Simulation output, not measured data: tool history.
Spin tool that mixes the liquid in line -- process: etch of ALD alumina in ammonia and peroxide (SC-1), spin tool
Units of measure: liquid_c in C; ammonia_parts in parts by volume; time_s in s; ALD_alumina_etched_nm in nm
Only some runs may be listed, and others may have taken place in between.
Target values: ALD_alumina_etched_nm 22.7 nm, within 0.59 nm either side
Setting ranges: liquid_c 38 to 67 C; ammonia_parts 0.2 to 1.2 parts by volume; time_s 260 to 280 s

{"run": 1, "hour": 0.0, "liquid_c": 51, "ammonia_parts": 0.75, "time_s": 260, "ALD_alumina_etched_nm": 14.053}
{"run": 2, "hour": 7.0, "liquid_c": 48, "ammonia_parts": 0.75, "time_s": 260, "ALD_alumina_etched_nm": 11.935}
{"run": 3, "hour": 9.5, "liquid_c": 51, "ammonia_parts": 0.75, "time_s": 260, "ALD_alumina_etched_nm": 14.119}
{"run": 4, "hour": 16.3, "liquid_c": 47.5, "ammonia_parts": 0.75, "time_s": 260, "ALD_alumina_etched_nm": 11.645}
{"run": 5, "hour": 21.4, "liquid_c": 43.5, "ammonia_parts": 0.75, "time_s": 260, "ALD_alumina_etched_nm": 9.3255}
{"run": 6, "hour": 26.3, "liquid_c": 49, "ammonia_parts": 0.75, "time_s": 260, "ALD_alumina_etched_nm": 12.748}
{"run": 7, "hour": 28.3, "liquid_c": 57, "ammonia_parts": 0.8, "time_s": 260, "ALD_alumina_etched_nm": 19.589}
{"run": 8, "hour": 29.0, "liquid_c": 58, "ammonia_parts": 0.8, "time_s": 260, "ALD_alumina_etched_nm": 20.56}
{"run": 9, "hour": 36.4, "liquid_c": 58.5, "ammonia_parts": 0.8, "time_s": 260, "ALD_alumina_etched_nm": 21.449}
{"run": 10, "hour": 45.0, "liquid_c": 59, "ammonia_parts": 0.8, "time_s": 260, "ALD_alumina_etched_nm": 21.857}

Which single option among these 5 for the next run brings every result within its allowed miss of target? Just one does.
{"run": "A", "hour": 53.6, "liquid_c": 57, "ammonia_parts": 0.9, "time_s": 280, "ALD_alumina_etched_nm": "?"}
{"run": "B", "hour": 53.6, "liquid_c": 59, "ammonia_parts": 0.55, "time_s": 260, "ALD_alumina_etched_nm": "?"}
{"run": "C", "hour": 53.6, "liquid_c": 57, "ammonia_parts": 0.85, "time_s": 280, "ALD_alumina_etched_nm": "?"}
{"run": "D", "hour": 53.6, "liquid_c": 59.5, "ammonia_parts": 1.05, "time_s": 260, "ALD_alumina_etched_nm": "?"}
{"run": "E", "hour": 53.6, "liquid_c": 59, "ammonia_parts": 0.7, "time_s": 260, "ALD_alumina_etched_nm": "?"}

move=A ALD_alumina_etched_nm=21.373
move=B ALD_alumina_etched_nm=21.02
move=C ALD_alumina_etched_nm=21.257
move=D ALD_alumina_etched_nm=22.929
move=E ALD_alumina_etched_nm=21.505
A: further off than the last run
B: further off than the last run
C: further off than the last run
D: every result within its allowed miss
E: further off than the last run
The right move is D.
